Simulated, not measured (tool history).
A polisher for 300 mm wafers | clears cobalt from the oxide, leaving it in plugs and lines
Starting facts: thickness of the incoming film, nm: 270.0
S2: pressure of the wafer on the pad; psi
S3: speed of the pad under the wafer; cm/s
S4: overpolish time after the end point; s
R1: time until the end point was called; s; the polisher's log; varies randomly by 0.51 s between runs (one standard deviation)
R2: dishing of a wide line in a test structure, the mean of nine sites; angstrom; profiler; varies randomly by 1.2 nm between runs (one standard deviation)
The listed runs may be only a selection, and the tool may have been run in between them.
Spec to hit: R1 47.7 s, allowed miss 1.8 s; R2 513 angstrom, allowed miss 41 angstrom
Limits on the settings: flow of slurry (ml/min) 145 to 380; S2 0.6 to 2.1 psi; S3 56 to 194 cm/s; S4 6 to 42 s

Run 1, day 0: flow of slurry (ml/min) 245, S2 1.3 psi, S3 124 cm/s, S4 21 s. Result: R1 69.873 s, R2 442.72 angstrom.
Run 2, day 0.308: flow of slurry (ml/min) 245, S2 1 psi, S3 124 cm/s, S4 21 s. Result: R1 77.378 s, R2 416.3 angstrom.
Run 3, day 0.567: flow of slurry (ml/min) 245, S2 0.7 psi, S3 124 cm/s, S4 21 s. Result: R1 94.185 s, R2 373.27 angstrom.
Run 4, day 0.767: flow of slurry (ml/min) 245, S2 1.1 psi, S3 124 cm/s, S4 21 s. Result: R1 74.267 s, R2 401.36 angstrom.
Run 5, day 0.929: flow of slurry (ml/min) 245, S2 1.2 psi, S3 124 cm/s, S4 21 s. Result: R1 71.332 s, R2 430.34 angstrom.
Run 6, day 1.262: flow of slurry (ml/min) 245, S2 1 psi, S3 124 cm/s, S4 21 s. Result: R1 79.743 s, R2 410.72 angstrom.
Run 7, day 1.483: flow of slurry (ml/min) 245, S2 1.1 psi, S3 124 cm/s, S4 21 s. Result: R1 75.904 s, R2 409.4 angstrom.
At day 1.683: slurry nozzle cleaned.
Run 8, day 1.683: flow of slurry (ml/min) 250, S2 1.5 psi, S3 128 cm/s, S4 25 s. Result: R1 58.04 s, R2 500.73 angstrom.
Run 9, day 1.996: flow of slurry (ml/min) 255, S2 1.7 psi, S3 130 cm/s, S4 23 s. Result: R1 53.204 s, R2 507.73 angstrom.
Run 10, day 2.146: flow of slurry (ml/min) 255, S2 1.8 psi, S3 130 cm/s, S4 22 s. Result: R1 51.383 s, R2 486.6 angstrom.

4 next moves are on the table. One of them brings every result within its allowed miss. Which?
Run A, day 2.296: flow of slurry (ml/min) 255, S2 1.7 psi, S3 120 cm/s, S4 26 s. Result: R1 ?, R2 ?.
Run B, day 2.296: flow of slurry (ml/min) 290, S2 1.8 psi, S3 122 cm/s, S4 17 s. Result: R1 ?, R2 ?.
Run C, day 2.296: flow of slurry (ml/min) 260, S2 1.8 psi, S3 126 cm/s, S4 16 s. Result: R1 ?, R2 ?.
Run D, day 2.296: flow of slurry (ml/min) 190, S2 1.8 psi, S3 144 cm/s, S4 22 s. Result: R1 ?, R2 ?.

move      R1      R2
   A   58.66  515.11
   B  54.807  442.96
   C  53.733  433.91
   D  49.231  515.48
A: moves away from the targets compared with the last run
B: moves away from the targets compared with the last run
C: moves away from the targets compared with the last run
D: all results in spec
So the answer is move D, the one that meets all the targets.

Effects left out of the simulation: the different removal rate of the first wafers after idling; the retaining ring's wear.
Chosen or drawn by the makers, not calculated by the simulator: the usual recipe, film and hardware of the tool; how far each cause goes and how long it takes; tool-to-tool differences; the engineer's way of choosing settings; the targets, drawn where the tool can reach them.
